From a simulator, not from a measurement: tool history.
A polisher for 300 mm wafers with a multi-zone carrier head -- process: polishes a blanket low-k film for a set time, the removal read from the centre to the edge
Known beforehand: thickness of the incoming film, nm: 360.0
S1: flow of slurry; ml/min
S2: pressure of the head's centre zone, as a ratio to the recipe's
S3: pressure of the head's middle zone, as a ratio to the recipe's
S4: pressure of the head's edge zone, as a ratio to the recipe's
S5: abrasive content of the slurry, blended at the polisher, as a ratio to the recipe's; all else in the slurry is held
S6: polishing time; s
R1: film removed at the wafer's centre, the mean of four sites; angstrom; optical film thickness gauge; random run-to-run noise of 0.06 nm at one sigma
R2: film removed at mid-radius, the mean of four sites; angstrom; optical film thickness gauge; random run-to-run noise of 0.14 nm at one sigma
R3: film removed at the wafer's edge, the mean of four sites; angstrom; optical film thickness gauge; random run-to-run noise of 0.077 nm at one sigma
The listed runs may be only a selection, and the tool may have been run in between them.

run 1 day=0.000 | S1=305 S2=1.00 S3=1.00 S4=1.00 S5=1.00 S6=75 | R1=180.520 R2=202.050 R3=205.830
run 2 day=0.038 | S1=305 S2=1.09 S3=1.00 S4=1.00 S5=1.00 S6=75 | R1=194.910 R2=202.610 R3=203.840
run 3 day=0.271 | S1=305 S2=1.09 S3=0.96 S4=1.00 S5=1.00 S6=75 | R1=194.280 R2=200.700 R3=206.980
run 4 day=0.321 | S1=305 S2=1.09 S3=0.96 S4=1.00 S5=1.00 S6=88 | R1=231.270 R2=230.340 R3=239.300
run 5 day=0.650 | S1=305 S2=1.09 S3=0.96 S4=1.00 S5=1.00 S6=96 | R1=250.100 R2=249.360 R3=259.070
run 6 day=0.988 | S1=305 S2=1.06 S3=0.96 S4=1.00 S5=1.00 S6=96 | R1=243.420 R2=254.010 R3=261.690
run 7 day=1.054 | S1=305 S2=1.06 S3=0.96 S4=1.00 S5=1.00 S6=96 | R1=241.330 R2=256.520 R3=261.770
run 8 day=1.171 | S1=305 S2=1.05 S3=0.94 S4=0.97 S5=0.90 S6=82 | R1=193.000 R2=193.470 R3=203.890
run 9 day=1.346 | S1=300 S2=1.01 S3=0.94 S4=0.94 S5=0.80 S6=75 | R1=151.230 R2=159.240 R3=166.670
run 10 day=1.567 | S1=300 S2=1.00 S3=0.92 S4=0.91 S5=0.75 S6=72 | R1=135.010 R2=143.430 R3=147.510
run 11 day=1.933 | S1=300 S2=0.99 S3=0.89 S4=0.89 S5=0.70 S6=71 | R1=122.830 R2=125.590 R3=134.090
run 12 day=2.300 | S1=310 S2=0.98 S3=0.88 S4=0.87 S5=0.65 S6=70 | R1=108.660 R2=118.500 R3=120.060
run 13 day=2.496 | S1=295 S2=0.98 S3=0.86 S4=0.86 S5=0.65 S6=70 | R1=109.510 R2=109.220 R3=118.410
run 14 day=2.771 | S1=250 S2=0.95 S3=0.88 S4=0.81 S5=0.50 S6=67 | R1=62.857 R2=67.145 R3=69.410
run 15 day=2.888 | S1=335 S2=0.95 S3=0.83 S4=0.82 S5=0.50 S6=65 | R1=63.252 R2=65.657 R3=69.105

Run 16, settings as shown, results not yet in. Your forecast:
run 16 day=2.962 | S1=305 S2=0.98 S3=0.86 S4=0.85 S5=0.50 S6=64 | R1=? R2=? R3=?

{"run 16": {"R1": 64.112, "R2": 64.741, "R3": 68.7}}
